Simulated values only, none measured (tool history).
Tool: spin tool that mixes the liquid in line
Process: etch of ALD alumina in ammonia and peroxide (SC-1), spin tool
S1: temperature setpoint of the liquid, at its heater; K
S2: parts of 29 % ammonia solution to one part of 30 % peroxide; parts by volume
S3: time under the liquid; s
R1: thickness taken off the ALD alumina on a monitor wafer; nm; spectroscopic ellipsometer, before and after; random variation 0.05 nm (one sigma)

| run | hour | S1 | S2 | S3 | R1 |
|---|---|---|---|---|---|
| 1 | 0 | 330.15 | 0.6 | 90 | 8.4885 |
| 2 | 2.1 | 330.15 | 0.6 | 90 | 8.4863 |
| 3 | 9.9 | 328.65 | 0.6 | 90 | 7.914 |
| 4 | 18 | 334.65 | 0.6 | 90 | 10.853 |
| 5 | 25.5 | 328.15 | 0.6 | 90 | 7.5968 |
| 6 | 31.5 | 327.15 | 0.6 | 90 | 7.2381 |
| 7 | 33.8 | 326.15 | 0.6 | 90 | 6.9346 |
| 8 | 37.3 | 325.15 | 0.6 | 90 | 6.5868 |

Forecast run 9:
| 9 | 42.4 | 321.15 | 0.6 | 90 | ? |

{"run 9": {"R1": 5.2573}}

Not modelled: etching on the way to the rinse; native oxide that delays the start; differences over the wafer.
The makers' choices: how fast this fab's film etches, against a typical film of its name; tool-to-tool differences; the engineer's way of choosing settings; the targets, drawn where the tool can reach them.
